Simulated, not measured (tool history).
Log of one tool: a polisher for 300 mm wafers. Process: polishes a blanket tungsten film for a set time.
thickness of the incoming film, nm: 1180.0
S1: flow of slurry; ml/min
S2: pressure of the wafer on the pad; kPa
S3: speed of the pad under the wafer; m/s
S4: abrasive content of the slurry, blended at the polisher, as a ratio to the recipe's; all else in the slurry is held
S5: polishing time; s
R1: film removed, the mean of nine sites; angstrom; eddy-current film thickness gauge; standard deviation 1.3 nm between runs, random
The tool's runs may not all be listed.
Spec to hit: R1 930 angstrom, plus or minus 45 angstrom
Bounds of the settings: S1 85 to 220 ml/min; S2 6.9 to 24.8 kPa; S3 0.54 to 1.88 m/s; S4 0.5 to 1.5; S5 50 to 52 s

| run | hour | S1 | S2 | S3 | S4 | S5 | R1 |
|---|---|---|---|---|---|---|---|
| 1 | 0 | 140 | 15.9 | 1.2 | 1 | 50 | 1682.2 |
| 2 | 5.6 | 140 | 15.9 | 1.2 | 1 | 50 | 1730.2 |
| 3 | 14 | 140 | 14.5 | 1.18 | 1 | 50 | 1522.5 |
| 4 | 22.6 | 140 | 13.1 | 1.18 | 1 | 50 | 1398.6 |
| 5 | 31.6 | 140 | 11.7 | 1.18 | 1 | 50 | 1211.6 |
| 6 | 34.9 | 140 | 11 | 1.18 | 1 | 50 | 1172.5 |
| 7 | 41.2 | 140 | 10.3 | 1.18 | 1 | 50 | 1109.3 |
| 8 | 46.9 | 140 | 10.3 | 1.18 | 1 | 50 | 1119.4 |
| 9 | 50.3 | 140 | 9.7 | 1.18 | 1 | 50 | 1032.6 |

Which one of the following 4 next-run settings gets every result inside its allowed miss? There is exactly one.
| A | 53.7 | 130 | 7.6 | 1.2 | 0.9 | 51 | ? |
| B | 53.7 | 130 | 9 | 1.1 | 1.3 | 50 | ? |
| C | 53.7 | 190 | 9 | 0.92 | 1.2 | 50 | ? |
| D | 53.7 | 165 | 7.6 | 1.16 | 1 | 50 | ? |

| move | R1 |
|---|---|
| A | 821.44 |
| B | 942.29 |
| C | 825.23 |
| D | 829.22 |
A: pushes the last run's worst result past its target
B: meets every target
C: pushes the last run's worst result past its target
D: pushes the last run's worst result past its target
The right move is B.

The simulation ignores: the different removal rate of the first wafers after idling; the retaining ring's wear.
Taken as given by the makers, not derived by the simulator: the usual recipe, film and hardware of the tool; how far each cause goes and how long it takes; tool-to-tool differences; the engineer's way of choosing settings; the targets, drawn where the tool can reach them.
